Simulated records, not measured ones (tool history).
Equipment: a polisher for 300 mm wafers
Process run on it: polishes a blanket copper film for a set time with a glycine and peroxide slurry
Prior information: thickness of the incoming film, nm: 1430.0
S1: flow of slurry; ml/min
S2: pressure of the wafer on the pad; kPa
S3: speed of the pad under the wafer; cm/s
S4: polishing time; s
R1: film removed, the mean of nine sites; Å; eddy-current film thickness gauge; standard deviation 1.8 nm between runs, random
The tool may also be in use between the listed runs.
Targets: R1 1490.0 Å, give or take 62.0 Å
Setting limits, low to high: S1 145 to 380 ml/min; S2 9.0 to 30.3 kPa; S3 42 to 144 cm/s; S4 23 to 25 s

run	day	S1	S2	S3	S4	R1
1	0.000	245	19.3	92	25	1148.7
2	0.304	245	20.7	92	25	1236.9
3	0.675	245	21.4	92	25	1253.5
4	0.950	245	22.1	92	25	1293.6
5	1.167	245	22.8	92	25	1311.1
6	1.338	270	22.8	92	25	1337.2
7	1.604	270	23.4	92	25	1369.6
8	1.779	270	24.1	92	25	1377.1

4 candidate next runs follow, results not yet known. Just one meets every target within its allowed miss. Identify it.
A	1.954	275	25.5	86	24	?
B	1.954	245	23.4	104	25	?
C	1.954	195	30.3	62	25	?
D	1.954	315	26.9	74	25	?

move	R1
A	1343.1
B	1455.4
C	1279.4
D	1351.7
A: misses by more than the last run did
B: hits every target within its allowed miss
C: misses by more than the last run did
D: misses by more than the last run did
Go with B: it meets all targets.

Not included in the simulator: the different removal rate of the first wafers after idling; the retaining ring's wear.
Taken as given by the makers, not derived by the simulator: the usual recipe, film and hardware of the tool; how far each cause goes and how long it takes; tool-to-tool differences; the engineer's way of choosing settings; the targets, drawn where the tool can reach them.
